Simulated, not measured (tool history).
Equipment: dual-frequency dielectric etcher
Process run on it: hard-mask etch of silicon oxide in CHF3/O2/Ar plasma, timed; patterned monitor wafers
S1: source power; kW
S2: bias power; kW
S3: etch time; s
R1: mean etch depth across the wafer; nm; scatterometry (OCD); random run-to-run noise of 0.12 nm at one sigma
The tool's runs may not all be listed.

run 1 hour=0 | S1=0.62 S2=0.207 S3=12 | R1=26.318
run 2 hour=4.2 | S1=0.54 S2=0.207 S3=12 | R1=24.825
run 3 hour=11.1 | S1=0.48 S2=0.207 S3=12 | R1=23.284
run 4 hour=14.2 | S1=0.46 S2=0.202 S3=12 | R1=22.626
run 5 hour=16.3 | S1=0.44 S2=0.199 S3=12 | R1=21.885
run 6 hour=21.2 | S1=0.44 S2=0.231 S3=12 | R1=23.012
run 7 hour=27 | S1=0.36 S2=0.189 S3=11.5 | R1=18.68
run 8 hour=28.1 | S1=0.46 S2=0.193 S3=11.5 | R1=21.345
run 9 hour=31.4 | S1=0.45 S2=0.193 S3=11.5 | R1=20.914

Run 10 is up next; what results do you expect?
-- hour=35.4 source power generator calibrated
run 10 hour=35.4 | S1=0.44 S2=0.193 S3=11.5 | R1=?

R1: 21.086 nm

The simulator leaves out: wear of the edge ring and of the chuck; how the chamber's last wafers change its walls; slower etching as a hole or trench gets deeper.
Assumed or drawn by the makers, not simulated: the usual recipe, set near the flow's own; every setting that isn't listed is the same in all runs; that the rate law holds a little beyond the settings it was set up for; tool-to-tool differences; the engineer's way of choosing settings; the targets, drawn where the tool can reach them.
